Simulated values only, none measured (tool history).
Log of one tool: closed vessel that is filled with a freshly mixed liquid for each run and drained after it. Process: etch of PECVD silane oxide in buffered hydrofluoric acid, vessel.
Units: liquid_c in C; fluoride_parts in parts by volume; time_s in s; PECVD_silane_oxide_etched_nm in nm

run 1 hour=0.0 | liquid_c=23 fluoride_parts=14.0 time_s=85 | PECVD_silane_oxide_etched_nm=121.770
run 2 hour=7.3 | liquid_c=23 fluoride_parts=14.0 time_s=85 | PECVD_silane_oxide_etched_nm=121.710
run 3 hour=10.5 | liquid_c=21 fluoride_parts=15.0 time_s=85 | PECVD_silane_oxide_etched_nm=100.140
run 4 hour=17.7 | liquid_c=21 fluoride_parts=13.5 time_s=85 | PECVD_silane_oxide_etched_nm=111.410
run 5 hour=21.1 | liquid_c=21 fluoride_parts=13.5 time_s=95 | PECVD_silane_oxide_etched_nm=125.950
-- hour=23.1 thermometer replaced
run 6 hour=23.1 | liquid_c=21 fluoride_parts=17.5 time_s=95 | PECVD_silane_oxide_etched_nm=84.586

Forecast run 7:
run 7 hour=26.4 | liquid_c=20 fluoride_parts=17.5 time_s=95 | PECVD_silane_oxide_etched_nm=?

{"run 7": {"PECVD_silane_oxide_etched_nm": 81.036}}
